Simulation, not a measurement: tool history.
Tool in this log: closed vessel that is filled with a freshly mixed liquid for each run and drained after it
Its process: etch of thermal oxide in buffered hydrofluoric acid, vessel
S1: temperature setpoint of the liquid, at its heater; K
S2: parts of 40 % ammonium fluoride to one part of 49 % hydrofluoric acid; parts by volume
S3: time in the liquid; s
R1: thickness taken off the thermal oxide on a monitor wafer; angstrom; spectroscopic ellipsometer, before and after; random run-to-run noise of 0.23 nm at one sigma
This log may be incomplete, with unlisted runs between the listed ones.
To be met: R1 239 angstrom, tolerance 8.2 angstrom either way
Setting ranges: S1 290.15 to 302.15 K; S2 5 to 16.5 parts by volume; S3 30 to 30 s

{"run": 1, "hour": 0.0, "S1": 294.15, "S2": 10, "S3": 30, "R1": 303.3}
{"run": 2, "hour": 5.3, "S1": 293.15, "S2": 10, "S3": 30, "R1": 290.27}
{"run": 3, "hour": 13.7, "S1": 292.65, "S2": 10, "S3": 30, "R1": 284.11}
{"run": 4, "hour": 15.3, "S1": 292.15, "S2": 10, "S3": 30, "R1": 272.54}
{"run": 5, "hour": 20.7, "S1": 292.15, "S2": 7.5, "S3": 30, "R1": 369.62}
{"run": 6, "hour": 27.9, "S1": 292.15, "S2": 5, "S3": 30, "R1": 518.28}
{"run": 7, "hour": 32.5, "S1": 291.65, "S2": 6, "S3": 30, "R1": 430.27}
{"run": 8, "hour": 35.3, "S1": 291.15, "S2": 7, "S3": 30, "R1": 368.2}
{"run": 9, "hour": 43.1, "S1": 291.15, "S2": 7.5, "S3": 30, "R1": 344.34}

Which one of the following 4 next-run settings gets every result inside its allowed miss? There is exactly one.
{"run": "A", "hour": 50.9, "S1": 290.15, "S2": 11, "S3": 30, "R1": "?"}
{"run": "B", "hour": 50.9, "S1": 291.65, "S2": 11.5, "S3": 30, "R1": "?"}
{"run": "C", "hour": 50.9, "S1": 294.15, "S2": 12.5, "S3": 30, "R1": "?"}
{"run": "D", "hour": 50.9, "S1": 291.15, "S2": 9.5, "S3": 30, "R1": "?"}

move=A R1=228.65
move=B R1=238.45
move=C R1=252.91
move=D R1=269.51
A: moves the result that the last run missed by most past its target, out the other side
B: meets every target
C: moves toward the targets from the last run without getting all of them in spec
D: moves toward the targets from the last run without getting all of them in spec
B meets every target.
